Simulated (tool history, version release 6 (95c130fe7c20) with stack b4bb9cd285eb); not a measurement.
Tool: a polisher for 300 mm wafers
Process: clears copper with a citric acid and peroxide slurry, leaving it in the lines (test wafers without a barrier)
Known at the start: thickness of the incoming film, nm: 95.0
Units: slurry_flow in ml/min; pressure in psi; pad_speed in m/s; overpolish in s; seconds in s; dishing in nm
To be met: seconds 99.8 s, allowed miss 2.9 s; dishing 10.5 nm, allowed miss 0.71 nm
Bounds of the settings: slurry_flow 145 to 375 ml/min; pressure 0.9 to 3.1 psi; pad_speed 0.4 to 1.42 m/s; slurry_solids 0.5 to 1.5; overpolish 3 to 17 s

| run | hour | slurry_flow | pressure | pad_speed | slurry_solids | overpolish | seconds | dishing |
|---|---|---|---|---|---|---|---|---|
| 1 | 0 | 240 | 2 | 0.9 | 1 | 9 | 71.036 | 10.025 |
| 2 | 3 | 235 | 1.8 | 0.9 | 1 | 10 | 78.602 | 10.307 |
| 3 | 4.6 | 235 | 1.8 | 1.06 | 1 | 10 | 68.195 | 11.684 |
| 4 | 13.1 | 230 | 1.6 | 1.06 | 1 | 11 | 74.297 | 11.776 |
| 5 | 18.3 | 195 | 1.6 | 1.06 | 1 | 11 | 75.829 | 12.039 |
| 6 | 24.4 | 195 | 1.6 | 1.16 | 1 | 11 | 69.965 | 12.344 |
| 7 | 25.6 | 190 | 1.4 | 1.16 | 1 | 11 | 78.924 | 11.098 |
| 8 | 31.6 | 185 | 1.3 | 1.16 | 1 | 11 | 82.39 | 10.571 |
|  | 39 | head pressure recalibrated |
| 9 | 39 | 180 | 1.2 | 1.16 | 1 | 11 | 93.398 | 9.3766 |

Which of these 4 next moves meets every target?
| A | 46.4 | 205 | 1.1 | 1.14 | 0.95 | 13 | ? | ? |
| B | 46.4 | 145 | 1.3 | 1.1 | 1.1 | 15 | ? | ? |
| C | 46.4 | 235 | 1.1 | 1.1 | 0.9 | 16 | ? | ? |
| D | 46.4 | 195 | 1.1 | 1.1 | 0.95 | 16 | ? | ? |

| move | seconds | dishing |
|---|---|---|
| A | 101.92 | 10.079 |
| B | 92.524 | 12.708 |
| C | 105.24 | 11.916 |
| D | 105.74 | 11.863 |
A: meets every target
B: further off than the last run
C: takes the result that was furthest off past its target
D: takes the result that was furthest off past its target
Move A is the one to make.

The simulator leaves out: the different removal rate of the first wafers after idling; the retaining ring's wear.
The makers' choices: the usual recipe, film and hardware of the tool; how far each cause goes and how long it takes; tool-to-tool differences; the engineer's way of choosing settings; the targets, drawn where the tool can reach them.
